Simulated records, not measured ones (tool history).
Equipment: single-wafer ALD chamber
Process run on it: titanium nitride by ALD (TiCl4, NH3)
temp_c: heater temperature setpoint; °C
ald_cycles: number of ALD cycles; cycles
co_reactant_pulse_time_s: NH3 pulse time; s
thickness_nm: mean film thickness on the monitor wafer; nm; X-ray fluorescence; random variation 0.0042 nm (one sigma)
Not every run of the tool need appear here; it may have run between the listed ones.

Run 1, hour 0.0: temp_c 395 °C, ald_cycles 58 cycles, co_reactant_pulse_time_s 2.04 s. Result: thickness_nm 1.1306 nm.
Run 2, hour 7.3: temp_c 395 °C, ald_cycles 58 cycles, co_reactant_pulse_time_s 2.04 s. Result: thickness_nm 1.1302 nm.
Run 3, hour 14.5: temp_c 389 °C, ald_cycles 58 cycles, co_reactant_pulse_time_s 1.72 s. Result: thickness_nm 1.1077 nm.
Run 4, hour 16.9: temp_c 389 °C, ald_cycles 60 cycles, co_reactant_pulse_time_s 1.72 s. Result: thickness_nm 1.1475 nm.
Run 5, hour 23.4: temp_c 382 °C, ald_cycles 60 cycles, co_reactant_pulse_time_s 1.72 s. Result: thickness_nm 1.1486 nm.
Run 6, hour 31.1: temp_c 386 °C, ald_cycles 60 cycles, co_reactant_pulse_time_s 1.72 s. Result: thickness_nm 1.1469 nm.
Run 7, hour 34.5: temp_c 385 °C, ald_cycles 60 cycles, co_reactant_pulse_time_s 1.53 s. Result: thickness_nm 1.1381 nm.
Run 8, hour 42.8: temp_c 384 °C, ald_cycles 60 cycles, co_reactant_pulse_time_s 1.38 s. Result: thickness_nm 1.1249 nm.
Run 9, hour 49.9: temp_c 384 °C, ald_cycles 60 cycles, co_reactant_pulse_time_s 1.30 s. Result: thickness_nm 1.1137 nm.
Run 10, hour 51.0: temp_c 384 °C, ald_cycles 60 cycles, co_reactant_pulse_time_s 1.27 s. Result: thickness_nm 1.1129 nm.

Run 11 has not been measured yet. What should we expect?
Run 11, hour 57.0: temp_c 384 °C, ald_cycles 60 cycles, co_reactant_pulse_time_s 1.24 s. Result: thickness_nm ?.

{"run 11": {"thickness_nm": 1.1093}}

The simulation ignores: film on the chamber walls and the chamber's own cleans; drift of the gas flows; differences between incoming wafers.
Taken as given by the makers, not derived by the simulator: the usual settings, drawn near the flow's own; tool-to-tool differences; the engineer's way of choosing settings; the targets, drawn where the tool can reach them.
